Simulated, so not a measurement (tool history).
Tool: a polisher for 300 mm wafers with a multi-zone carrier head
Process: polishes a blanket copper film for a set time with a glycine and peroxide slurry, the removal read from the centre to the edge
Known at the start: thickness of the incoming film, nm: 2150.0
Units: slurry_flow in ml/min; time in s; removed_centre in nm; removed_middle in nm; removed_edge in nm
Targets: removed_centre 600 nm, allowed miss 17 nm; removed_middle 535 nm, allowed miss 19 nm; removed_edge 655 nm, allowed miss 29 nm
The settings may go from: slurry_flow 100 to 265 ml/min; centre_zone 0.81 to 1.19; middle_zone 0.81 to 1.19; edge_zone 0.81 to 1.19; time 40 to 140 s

Run 1, day 0: slurry_flow 170 ml/min, centre_zone 1, middle_zone 1, edge_zone 1, time 90 s. Result: removed_centre 484.81 nm, removed_middle 472.82 nm, removed_edge 495.64 nm.
Run 2, day 0.367: slurry_flow 170 ml/min, centre_zone 1, middle_zone 1, edge_zone 1, time 103 s. Result: removed_centre 553.3 nm, removed_middle 536.11 nm, removed_edge 567.77 nm.
Run 3, day 0.396: slurry_flow 170 ml/min, centre_zone 1.06, middle_zone 1, edge_zone 1, time 103 s. Result: removed_centre 585.12 nm, removed_middle 520.92 nm, removed_edge 560.31 nm.
Run 4, day 0.762: slurry_flow 170 ml/min, centre_zone 1.06, middle_zone 0.99, edge_zone 1.02, time 103 s. Result: removed_centre 581.6 nm, removed_middle 529.99 nm, removed_edge 549.4 nm.
Run 5, day 0.879: slurry_flow 170 ml/min, centre_zone 1.05, middle_zone 0.98, edge_zone 1, time 104 s. Result: removed_centre 583.49 nm, removed_middle 529.75 nm, removed_edge 559.86 nm.
Run 6, day 1.171: slurry_flow 165 ml/min, centre_zone 1.05, middle_zone 0.96, edge_zone 1.02, time 105 s. Result: removed_centre 594.11 nm, removed_middle 523.97 nm, removed_edge 587.94 nm.
Run 7, day 1.496: slurry_flow 165 ml/min, centre_zone 1.05, middle_zone 0.96, edge_zone 1.03, time 105 s. Result: removed_centre 581.52 nm, removed_middle 526.81 nm, removed_edge 568.52 nm.
Run 8, day 1.862: slurry_flow 165 ml/min, centre_zone 1.04, middle_zone 0.94, edge_zone 1.03, time 106 s. Result: removed_centre 596.83 nm, removed_middle 517.57 nm, removed_edge 581.45 nm.
Run 9, day 1.904: slurry_flow 165 ml/min, centre_zone 1.03, middle_zone 0.93, edge_zone 1.03, time 107 s. Result: removed_centre 587.58 nm, removed_middle 525.98 nm, removed_edge 584.79 nm.
Run 10, day 2.138: slurry_flow 160 ml/min, centre_zone 1.03, middle_zone 0.92, edge_zone 1.04, time 108 s. Result: removed_centre 588.85 nm, removed_middle 512.73 nm, removed_edge 594.66 nm.
Run 11, day 2.371: slurry_flow 160 ml/min, centre_zone 1.03, middle_zone 0.92, edge_zone 1.05, time 109 s. Result: removed_centre 591.97 nm, removed_middle 523.05 nm, removed_edge 598.73 nm.
Run 12, day 2.396: slurry_flow 160 ml/min, centre_zone 1.03, middle_zone 0.92, edge_zone 1.05, time 109 s. Result: removed_centre 604.11 nm, removed_middle 521.78 nm, removed_edge 599.49 nm.
Run 13, day 2.696: slurry_flow 160 ml/min, centre_zone 1.03, middle_zone 0.92, edge_zone 1.05, time 109 s. Result: removed_centre 594.23 nm, removed_middle 533.5 nm, removed_edge 601.22 nm.
Run 14, day 2.812: slurry_flow 160 ml/min, centre_zone 1.03, middle_zone 0.91, edge_zone 1.05, time 110 s. Result: removed_centre 606.67 nm, removed_middle 528.11 nm, removed_edge 617.82 nm.
Run 15, day 3: slurry_flow 155 ml/min, centre_zone 1, middle_zone 0.89, edge_zone 1.07, time 112 s. Result: removed_centre 583.74 nm, removed_middle 522.67 nm, removed_edge 623.82 nm.

5 next moves are on the table. One of them brings every result within its allowed miss. Which?
Run A, day 3.188: slurry_flow 190 ml/min, centre_zone 1.06, middle_zone 0.91, edge_zone 0.99, time 110 s. Result: removed_centre ?, removed_middle ?, removed_edge ?.
Run B, day 3.188: slurry_flow 155 ml/min, centre_zone 0.98, middle_zone 0.99, edge_zone 1.09, time 117 s. Result: removed_centre ?, removed_middle ?, removed_edge ?.
Run C, day 3.188: slurry_flow 160 ml/min, centre_zone 0.91, middle_zone 0.81, edge_zone 1.1, time 126 s. Result: removed_centre ?, removed_middle ?, removed_edge ?.
Run D, day 3.188: slurry_flow 105 ml/min, centre_zone 1, middle_zone 0.81, edge_zone 1.08, time 124 s. Result: removed_centre ?, removed_middle ?, removed_edge ?.
Run E, day 3.188: slurry_flow 145 ml/min, centre_zone 0.95, middle_zone 0.85, edge_zone 1.03, time 121 s. Result: removed_centre ?, removed_middle ?, removed_edge ?.

move  removed_centre  removed_middle  removed_edge
   A          625.44          538.67         604.3
   B          593.04          595.35        656.11
   C          595.57          546.06        714.22
   D          584.95          493.09        655.95
   E          585.87          536.01        656.11
A: further off than the last run
B: brings the result that was furthest off to its target, and leaves another outside
C: takes the result that was furthest off past its target
D: brings the result that was furthest off to its target, and leaves another outside
E: meets every target
Answer: E

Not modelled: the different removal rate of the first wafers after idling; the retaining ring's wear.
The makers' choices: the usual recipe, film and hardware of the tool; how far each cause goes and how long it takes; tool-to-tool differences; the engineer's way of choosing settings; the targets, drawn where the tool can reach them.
